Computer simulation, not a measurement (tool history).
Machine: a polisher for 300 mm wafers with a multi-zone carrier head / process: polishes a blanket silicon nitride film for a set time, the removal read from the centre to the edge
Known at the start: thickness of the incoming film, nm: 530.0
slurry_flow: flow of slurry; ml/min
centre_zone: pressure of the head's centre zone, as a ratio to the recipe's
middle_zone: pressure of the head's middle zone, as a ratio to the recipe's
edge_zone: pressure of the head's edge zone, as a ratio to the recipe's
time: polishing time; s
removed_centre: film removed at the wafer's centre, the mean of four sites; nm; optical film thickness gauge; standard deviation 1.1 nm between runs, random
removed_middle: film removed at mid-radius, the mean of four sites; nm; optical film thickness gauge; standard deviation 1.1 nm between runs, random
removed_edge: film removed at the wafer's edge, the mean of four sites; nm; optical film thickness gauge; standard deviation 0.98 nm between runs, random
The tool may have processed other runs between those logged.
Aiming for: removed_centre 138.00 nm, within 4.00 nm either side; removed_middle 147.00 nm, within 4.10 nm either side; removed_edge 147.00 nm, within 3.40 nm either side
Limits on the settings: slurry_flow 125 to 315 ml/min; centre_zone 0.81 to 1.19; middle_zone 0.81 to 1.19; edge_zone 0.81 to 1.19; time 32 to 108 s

run	hour	slurry_flow	centre_zone	middle_zone	edge_zone	time	removed_centre	removed_middle	removed_edge
1	0.0	205	1.00	1.00	1.00	70	151.47	159.84	144.80
2	1.9	235	1.00	1.00	1.00	70	157.16	163.80	148.41
3	7.7	215	0.99	0.98	1.02	70	156.36	155.01	146.97
4	9.0	200	0.96	0.98	1.04	70	148.71	157.13	147.44
5	14.1	160	0.96	0.98	1.04	70	142.30	148.34	143.27
# hour 15.8: edge zone pressure recalibrated
6	15.8	160	0.96	0.98	1.04	63	127.26	133.53	138.37
7	19.6	175	0.96	0.99	1.06	63	131.43	136.43	139.63
8	20.6	185	0.96	1.00	1.07	63	134.51	138.59	141.68
9	28.5	220	0.94	1.05	1.10	63	132.22	149.96	147.07

Which single option among these 5 for the next run brings every result within its allowed miss of target? Just one does.
A	36.4	260	1.03	1.05	1.05	64	?	?	?
B	36.4	215	0.92	1.08	1.09	61	?	?	?
C	36.4	225	0.88	1.07	1.03	62	?	?	?
D	36.4	170	0.87	1.09	1.19	64	?	?	?
E	36.4	225	0.94	0.98	1.05	65	?	?	?

move	removed_centre	removed_middle	removed_edge
A	150.47	156.24	145.94
B	127.18	148.84	139.02
C	125.61	151.09	138.07
D	122.03	151.30	148.19
E	138.82	147.00	146.30
A: carries the result that was furthest off beyond its target, to the other side
B: misses by more than the last run did
C: misses by more than the last run did
D: misses by more than the last run did
E: every result within its allowed miss
Correct choice: E, which meets every target
